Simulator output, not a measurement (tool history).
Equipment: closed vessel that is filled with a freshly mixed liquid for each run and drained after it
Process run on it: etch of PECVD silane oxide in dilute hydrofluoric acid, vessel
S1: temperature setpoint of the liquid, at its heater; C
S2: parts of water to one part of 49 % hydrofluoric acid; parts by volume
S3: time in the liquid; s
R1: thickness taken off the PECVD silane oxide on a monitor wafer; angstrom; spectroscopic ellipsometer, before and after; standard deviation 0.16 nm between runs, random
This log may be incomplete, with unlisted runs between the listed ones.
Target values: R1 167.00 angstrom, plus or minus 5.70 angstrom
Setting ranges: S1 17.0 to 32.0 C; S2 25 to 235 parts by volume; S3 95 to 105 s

{"run": 1, "hour": 0.0, "S1": 24.0, "S2": 130, "S3": 95, "R1": 216.08}
{"run": 2, "hour": 1.9, "S1": 22.0, "S2": 130, "S3": 95, "R1": 203.41}
{"run": 3, "hour": 4.9, "S1": 20.5, "S2": 130, "S3": 95, "R1": 189.94}
{"run": 4, "hour": 13.2, "S1": 22.0, "S2": 130, "S3": 95, "R1": 200.34}
{"run": 5, "hour": 15.9, "S1": 20.5, "S2": 130, "S3": 95, "R1": 186.87}
{"run": 6, "hour": 18.7, "S1": 20.5, "S2": 130, "S3": 105, "R1": 208.63}
{"run": 7, "hour": 26.9, "S1": 19.5, "S2": 135, "S3": 105, "R1": 196.69}
{"run": 8, "hour": 27.8, "S1": 19.5, "S2": 135, "S3": 105, "R1": 191.8}
{"run": 9, "hour": 31.5, "S1": 19.0, "S2": 135, "S3": 105, "R1": 185.9}
{"run": 10, "hour": 36.3, "S1": 18.5, "S2": 135, "S3": 105, "R1": 185.89}
{"run": 11, "hour": 40.6, "S1": 18.0, "S2": 135, "S3": 105, "R1": 183.95}
{"run": 12, "hour": 48.7, "S1": 18.0, "S2": 135, "S3": 105, "R1": 183.69}
{"run": 13, "hour": 53.3, "S1": 17.5, "S2": 135, "S3": 105, "R1": 178.58}

Next run, 5 choices. One meets every target within its allowed miss, the rest don't. Which?
{"run": "A", "hour": 57.9, "S1": 18.5, "S2": 155, "S3": 100, "R1": "?"}
{"run": "B", "hour": 57.9, "S1": 17.0, "S2": 150, "S3": 105, "R1": "?"}
{"run": "C", "hour": 57.9, "S1": 20.0, "S2": 155, "S3": 95, "R1": "?"}
{"run": "D", "hour": 57.9, "S1": 17.5, "S2": 140, "S3": 95, "R1": "?"}
{"run": "E", "hour": 57.9, "S1": 17.0, "S2": 135, "S3": 100, "R1": "?"}

move=A R1=151.94
move=B R1=155.88
move=C R1=153.27
move=D R1=155.76
move=E R1=167.39
A: takes the biggest miss from the last run beyond its target
B: takes the biggest miss from the last run beyond its target
C: takes the biggest miss from the last run beyond its target
D: takes the biggest miss from the last run beyond its target
E: in spec on every target
Move E is the one to make.

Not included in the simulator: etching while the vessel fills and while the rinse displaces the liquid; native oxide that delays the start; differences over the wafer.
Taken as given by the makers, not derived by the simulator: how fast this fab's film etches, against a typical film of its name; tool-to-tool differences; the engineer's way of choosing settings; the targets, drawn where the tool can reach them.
